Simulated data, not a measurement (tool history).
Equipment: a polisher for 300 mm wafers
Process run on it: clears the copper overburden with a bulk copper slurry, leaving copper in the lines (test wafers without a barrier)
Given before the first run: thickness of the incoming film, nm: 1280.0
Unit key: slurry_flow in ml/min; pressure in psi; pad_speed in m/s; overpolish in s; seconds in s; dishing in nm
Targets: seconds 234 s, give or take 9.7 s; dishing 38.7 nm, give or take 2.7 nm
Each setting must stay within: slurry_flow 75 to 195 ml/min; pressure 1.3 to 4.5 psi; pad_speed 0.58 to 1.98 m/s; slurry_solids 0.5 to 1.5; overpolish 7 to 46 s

run 1 hour=0 | slurry_flow=125 pressure=2.9 pad_speed=1.28 slurry_solids=1 overpolish=24 | seconds=110.62 dishing=41.982
run 2 hour=7.2 | slurry_flow=120 pressure=2.4 pad_speed=1.22 slurry_solids=1 overpolish=23 | seconds=141.09 dishing=42.06
run 3 hour=10.3 | slurry_flow=120 pressure=2.9 pad_speed=1.22 slurry_solids=1 overpolish=23 | seconds=114.68 dishing=43.256
run 4 hour=17.3 | slurry_flow=120 pressure=2.9 pad_speed=1.22 slurry_solids=1.1 overpolish=23 | seconds=114.59 dishing=42.145
run 5 hour=20.3 | slurry_flow=120 pressure=2.4 pad_speed=1.16 slurry_solids=1.15 overpolish=22 | seconds=138.25 dishing=41.012
run 6 hour=23.2 | slurry_flow=120 pressure=2.4 pad_speed=1.16 slurry_solids=1.25 overpolish=22 | seconds=136.18 dishing=40.074
run 7 hour=30.1 | slurry_flow=115 pressure=2 pad_speed=1.1 slurry_solids=1.25 overpolish=22 | seconds=171.55 dishing=39.07
run 8 hour=37.5 | slurry_flow=110 pressure=1.8 pad_speed=1.1 slurry_solids=1.2 overpolish=23 | seconds=189.57 dishing=38.421
run 9 hour=40.8 | slurry_flow=110 pressure=1.7 pad_speed=1.08 slurry_solids=1.15 overpolish=23 | seconds=209.21 dishing=35.916
run 10 hour=44.8 | slurry_flow=115 pressure=1.6 pad_speed=1.02 slurry_solids=1.25 overpolish=25 | seconds=219.71 dishing=38.028
run 11 hour=51.7 | slurry_flow=105 pressure=1.4 pad_speed=1.02 slurry_solids=1.3 overpolish=27 | seconds=247.95 dishing=36.39
run 12 hour=52.5 | slurry_flow=115 pressure=1.4 pad_speed=1.02 slurry_solids=1.3 overpolish=28 | seconds=245.62 dishing=37.512
run 13 hour=53.3 | slurry_flow=120 pressure=1.4 pad_speed=1.02 slurry_solids=1.3 overpolish=28 | seconds=246.69 dishing=36.07

Consider the 5 candidate settings below. Which is the only one whose results all fall within their allowed miss of target?
run A hour=54.1 | slurry_flow=100 pressure=1.7 pad_speed=0.66 slurry_solids=1.45 overpolish=33 | seconds=? dishing=?
run B hour=54.1 | slurry_flow=100 pressure=1.7 pad_speed=0.66 slurry_solids=1.5 overpolish=38 | seconds=? dishing=?
run C hour=54.1 | slurry_flow=75 pressure=1.9 pad_speed=0.72 slurry_solids=1.3 overpolish=30 | seconds=? dishing=?
run D hour=54.1 | slurry_flow=125 pressure=1.5 pad_speed=0.84 slurry_solids=1.4 overpolish=32 | seconds=? dishing=?
run E hour=54.1 | slurry_flow=95 pressure=1.7 pad_speed=0.84 slurry_solids=1.5 overpolish=28 | seconds=? dishing=?

move=A seconds=270.64 dishing=38.012
move=B seconds=268.11 dishing=38.798
move=C seconds=260.26 dishing=38.042
move=D seconds=254.09 dishing=37.706
move=E seconds=236.38 dishing=37.831
A: lands further from the targets than the last run did
B: lands further from the targets than the last run did
C: lands further from the targets than the last run did
D: lands further from the targets than the last run did
E: in spec on every target
Go with E: it meets all targets.
